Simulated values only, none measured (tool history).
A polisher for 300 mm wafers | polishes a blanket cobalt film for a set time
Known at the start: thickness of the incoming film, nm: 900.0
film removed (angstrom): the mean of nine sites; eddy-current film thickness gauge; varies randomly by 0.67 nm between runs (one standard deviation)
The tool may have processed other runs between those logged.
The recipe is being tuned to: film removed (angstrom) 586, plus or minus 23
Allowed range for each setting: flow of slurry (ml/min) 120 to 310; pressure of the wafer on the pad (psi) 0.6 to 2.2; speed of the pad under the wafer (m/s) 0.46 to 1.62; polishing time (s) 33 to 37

| run | hour | flow of slurry (ml/min) | pressure of the wafer on the pad (psi) | speed of the pad under the wafer (m/s) | polishing time (s) | film removed (angstrom) |
|---|---|---|---|---|---|---|
| 1 | 0 | 200 | 1.4 | 1.04 | 37 | 1360.3 |
| 2 | 1.1 | 180 | 1.4 | 1.04 | 37 | 1332.3 |
| 3 | 7.6 | 180 | 1.3 | 1 | 37 | 1204.8 |
| 4 | 13.8 | 180 | 1.1 | 1 | 37 | 1132.1 |
| 5 | 19.1 | 140 | 1.1 | 1 | 37 | 1059.9 |
| 6 | 22.5 | 140 | 1 | 0.94 | 37 | 961.26 |
| 7 | 26.5 | 140 | 0.9 | 0.9 | 37 | 870.17 |
| 8 | 28.5 | 140 | 0.9 | 0.86 | 37 | 834.8 |
| 9 | 30 | 140 | 0.9 | 0.84 | 37 | 818.27 |
|  | 32.6 | slurry nozzle cleaned |
| 10 | 32.6 | 140 | 0.9 | 0.82 | 37 | 837.21 |
| 11 | 36.2 | 140 | 0.6 | 0.64 | 36 | 539.06 |

Next run, 5 choices. One meets every target within its allowed miss, the rest don't. Which?
| A | 39.8 | 235 | 0.6 | 0.56 | 34 | ? |
| B | 39.8 | 120 | 0.7 | 0.7 | 35 | ? |
| C | 39.8 | 135 | 0.7 | 0.6 | 36 | ? |
| D | 39.8 | 135 | 0.7 | 0.58 | 37 | ? |
| E | 39.8 | 120 | 0.6 | 0.7 | 33 | ? |

| move | film removed (angstrom) |
|---|---|
| A | 484.53 |
| B | 591.96 |
| C | 537.95 |
| D | 535.4 |
| E | 523.96 |
A: misses by more than the last run did
B: all results in spec
C: as far off as the last run
D: misses by more than the last run did
E: misses by more than the last run did
So the answer is move B, the one that meets all the targets.
